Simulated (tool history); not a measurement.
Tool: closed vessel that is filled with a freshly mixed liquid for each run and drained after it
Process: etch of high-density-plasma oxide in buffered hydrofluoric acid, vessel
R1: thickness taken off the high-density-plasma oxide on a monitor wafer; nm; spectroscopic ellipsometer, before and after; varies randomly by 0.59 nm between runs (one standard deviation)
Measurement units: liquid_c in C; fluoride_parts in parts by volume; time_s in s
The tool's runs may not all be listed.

{"run": 1, "hour": 0.0, "liquid_c": 23.0, "fluoride_parts": 15.0, "time_s": 100, "R1": 170.19}
{"run": 2, "hour": 5.8, "liquid_c": 26.0, "fluoride_parts": 15.0, "time_s": 100, "R1": 199.81}
{"run": 3, "hour": 13.8, "liquid_c": 26.0, "fluoride_parts": 17.5, "time_s": 100, "R1": 171.79}
{"run": 4, "hour": 21.5, "liquid_c": 23.5, "fluoride_parts": 18.0, "time_s": 100, "R1": 147.2}
{"run": 5, "hour": 24.8, "liquid_c": 21.5, "fluoride_parts": 18.5, "time_s": 100, "R1": 126.07}
{"run": 6, "hour": 33.7, "liquid_c": 20.0, "fluoride_parts": 19.0, "time_s": 100, "R1": 114.76}
{"run": 7, "hour": 35.0, "liquid_c": 19.0, "fluoride_parts": 19.5, "time_s": 100, "R1": 106.11}
{"run": 8, "hour": 41.0, "liquid_c": 18.5, "fluoride_parts": 19.5, "time_s": 100, "R1": 103.55}
{"run": 9, "hour": 48.6, "liquid_c": 18.0, "fluoride_parts": 19.5, "time_s": 100, "R1": 100.58}

Estimate the outcome of run 10 from the log above:
{"run": 10, "hour": 50.8, "liquid_c": 17.5, "fluoride_parts": 19.5, "time_s": 100, "R1": "?"}

{"run 10": {"R1": 96.654}}

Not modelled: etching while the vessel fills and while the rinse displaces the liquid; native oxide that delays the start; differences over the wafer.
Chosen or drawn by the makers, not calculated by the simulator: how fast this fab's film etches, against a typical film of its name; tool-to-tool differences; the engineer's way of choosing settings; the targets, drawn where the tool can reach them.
